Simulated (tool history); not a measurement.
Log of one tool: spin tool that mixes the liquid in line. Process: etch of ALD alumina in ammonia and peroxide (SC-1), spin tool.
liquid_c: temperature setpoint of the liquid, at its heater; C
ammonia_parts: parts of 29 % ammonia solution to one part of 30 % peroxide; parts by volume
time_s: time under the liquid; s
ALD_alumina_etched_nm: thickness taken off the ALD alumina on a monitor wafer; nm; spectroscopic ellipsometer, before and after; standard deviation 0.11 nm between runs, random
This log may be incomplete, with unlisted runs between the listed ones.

run 1 hour=0.0 | liquid_c=59.0 ammonia_parts=0.6 time_s=200 | ALD_alumina_etched_nm=23.748
run 2 hour=1.6 | liquid_c=59.0 ammonia_parts=0.5 time_s=200 | ALD_alumina_etched_nm=23.464
run 3 hour=4.0 | liquid_c=55.5 ammonia_parts=0.5 time_s=200 | ALD_alumina_etched_nm=19.516
run 4 hour=8.6 | liquid_c=55.5 ammonia_parts=0.5 time_s=215 | ALD_alumina_etched_nm=20.772
run 5 hour=9.7 | liquid_c=54.5 ammonia_parts=0.5 time_s=215 | ALD_alumina_etched_nm=19.567
run 6 hour=13.1 | liquid_c=54.5 ammonia_parts=0.5 time_s=215 | ALD_alumina_etched_nm=19.786
run 7 hour=18.0 | liquid_c=53.5 ammonia_parts=0.5 time_s=215 | ALD_alumina_etched_nm=18.729

Predict the results of run 8:
run 8 hour=25.8 | liquid_c=53.0 ammonia_parts=0.5 time_s=215 | ALD_alumina_etched_nm=?

Logged for run 8: ALD_alumina_etched_nm 18.209 nm.

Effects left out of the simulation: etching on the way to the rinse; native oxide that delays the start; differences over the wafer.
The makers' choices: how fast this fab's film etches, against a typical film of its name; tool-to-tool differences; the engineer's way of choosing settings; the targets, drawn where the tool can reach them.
